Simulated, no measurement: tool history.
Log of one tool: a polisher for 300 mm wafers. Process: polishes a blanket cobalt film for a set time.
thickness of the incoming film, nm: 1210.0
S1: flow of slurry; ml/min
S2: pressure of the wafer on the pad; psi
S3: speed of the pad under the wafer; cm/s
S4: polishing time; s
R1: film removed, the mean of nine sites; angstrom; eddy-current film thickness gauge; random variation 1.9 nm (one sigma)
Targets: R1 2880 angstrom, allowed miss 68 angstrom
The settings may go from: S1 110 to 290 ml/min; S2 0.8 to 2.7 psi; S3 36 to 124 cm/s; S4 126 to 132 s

{"run": 1, "hour": 0.0, "S1": 185, "S2": 1.7, "S3": 80, "S4": 126, "R1": 3486.7}
{"run": 2, "hour": 3.6, "S1": 175, "S2": 1.6, "S3": 80, "S4": 126, "R1": 3314.7}
{"run": 3, "hour": 5.5, "S1": 175, "S2": 1.5, "S3": 80, "S4": 126, "R1": 3174.6}
{"run": 4, "hour": 9.2, "S1": 175, "S2": 1.4, "S3": 80, "S4": 126, "R1": 3036.6}
{"run": 5, "hour": 12.1, "S1": 170, "S2": 1.4, "S3": 80, "S4": 126, "R1": 3007.9}
{"run": 6, "hour": 12.9, "S1": 170, "S2": 1.6, "S3": 80, "S4": 126, "R1": 3308.6}
{"run": 7, "hour": 19.4, "S1": 165, "S2": 1.5, "S3": 80, "S4": 126, "R1": 3133.6}
{"run": 8, "hour": 21.3, "S1": 155, "S2": 1.5, "S3": 80, "S4": 126, "R1": 3117.9}
{"run": 9, "hour": 29.4, "S1": 150, "S2": 1.5, "S3": 80, "S4": 126, "R1": 3097.5}

4 next moves are on the table. One of them brings every result within its allowed miss. Which?
{"run": "A", "hour": 37.5, "S1": 130, "S2": 1.2, "S3": 96, "S4": 130, "R1": "?"}
{"run": "B", "hour": 37.5, "S1": 110, "S2": 1.5, "S3": 76, "S4": 132, "R1": "?"}
{"run": "C", "hour": 37.5, "S1": 150, "S2": 1.4, "S3": 80, "S4": 129, "R1": "?"}
{"run": "D", "hour": 37.5, "S1": 155, "S2": 1.6, "S3": 72, "S4": 126, "R1": "?"}

move=A R1=3016.2
move=B R1=2938.4
move=C R1=3045.9
move=D R1=3084.2
A: nearer than the last run, and not there yet
B: meets every target
C: nearer than the last run, and not there yet
D: nearer than the last run, and not there yet
Move B is the one to make.

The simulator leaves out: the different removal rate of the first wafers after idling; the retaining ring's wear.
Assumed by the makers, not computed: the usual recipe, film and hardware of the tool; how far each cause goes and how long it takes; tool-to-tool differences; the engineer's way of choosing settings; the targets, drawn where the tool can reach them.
